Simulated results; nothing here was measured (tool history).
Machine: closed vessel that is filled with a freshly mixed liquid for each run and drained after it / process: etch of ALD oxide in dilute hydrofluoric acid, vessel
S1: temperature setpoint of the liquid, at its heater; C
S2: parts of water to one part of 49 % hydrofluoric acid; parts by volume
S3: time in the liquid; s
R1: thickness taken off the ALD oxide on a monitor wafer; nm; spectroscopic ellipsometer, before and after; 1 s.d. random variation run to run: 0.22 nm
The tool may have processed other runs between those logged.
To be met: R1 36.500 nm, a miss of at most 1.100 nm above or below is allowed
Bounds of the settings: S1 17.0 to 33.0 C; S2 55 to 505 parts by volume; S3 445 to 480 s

| run | day | S1 | S2 | S3 | R1 |
|---|---|---|---|---|---|
| 1 | 0.000 | 25.0 | 280 | 445 | 13.300 |
| 2 | 0.312 | 27.0 | 230 | 445 | 18.425 |
| 3 | 0.612 | 29.5 | 230 | 445 | 19.798 |
| 4 | 0.904 | 26.0 | 230 | 445 | 17.693 |
| 5 | 1.092 | 26.0 | 185 | 445 | 22.969 |
| 6 | 1.192 | 24.0 | 185 | 445 | 21.140 |
| 7 | 1.504 | 26.0 | 170 | 445 | 25.505 |
| 8 | 1.546 | 28.0 | 160 | 445 | 29.235 |
| 9 | 1.921 | 29.5 | 160 | 445 | 31.059 |
| 10 | 2.308 | 30.5 | 160 | 445 | 32.230 |
| 11 | 2.542 | 31.0 | 160 | 445 | 33.114 |

Which of these 5 next moves meets every target?
| A | 2.775 | 32.0 | 175 | 460 | ? |
| B | 2.775 | 28.5 | 145 | 480 | ? |
| C | 2.775 | 32.5 | 165 | 450 | ? |
| D | 2.775 | 28.5 | 155 | 480 | ? |
| E | 2.775 | 33.0 | 200 | 480 | ? |

| move | R1 |
|---|---|
| A | 31.538 |
| B | 36.463 |
| C | 33.740 |
| D | 33.681 |
| E | 28.826 |
A: the biggest miss grows against the last run
B: all results land within tolerance of their targets
C: moves toward the targets from the last run without getting all of them in spec
D: moves toward the targets from the last run without getting all of them in spec
E: the biggest miss grows against the last run
Go with B: it meets all targets.
